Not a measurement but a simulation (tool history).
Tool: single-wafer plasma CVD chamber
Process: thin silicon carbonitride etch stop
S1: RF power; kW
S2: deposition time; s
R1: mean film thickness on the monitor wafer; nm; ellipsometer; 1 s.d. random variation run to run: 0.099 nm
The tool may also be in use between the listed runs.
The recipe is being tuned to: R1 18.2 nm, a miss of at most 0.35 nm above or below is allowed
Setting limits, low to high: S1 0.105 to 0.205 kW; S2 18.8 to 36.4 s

run  hour     S1    S2      R1
  1     0  0.155  27.6  13.849
  2   7.9  0.135  27.6  13.489
  3    12   0.12  27.6   12.93
  4  17.3  0.125  28.2  13.264
  5  18.7  0.125  31.5  14.791
  6  24.5   0.13  31.8  15.154
  7  31.6  0.135    32  15.632
  8  32.5   0.14  32.1  15.678

Consider the 5 candidate settings below. Which is the only one whose results all fall within their allowed miss of target?
  A  33.4  0.14  26.9   ?
  B  33.4  0.14  26.6   ?
  C  33.4  0.14  33.9   ?
  D  33.4  0.13  28.6   ?
  E  33.4  0.16  35.7   ?

move      R1
   A  13.185
   B  13.038
   C  16.616
   D   13.71
   E  18.215
A: misses by more than the last run did
B: misses by more than the last run did
C: closes in on the targets versus the last run, not all within tolerance yet
D: misses by more than the last run did
E: each result inside its tolerance
So the answer is move E, the one that meets all the targets.

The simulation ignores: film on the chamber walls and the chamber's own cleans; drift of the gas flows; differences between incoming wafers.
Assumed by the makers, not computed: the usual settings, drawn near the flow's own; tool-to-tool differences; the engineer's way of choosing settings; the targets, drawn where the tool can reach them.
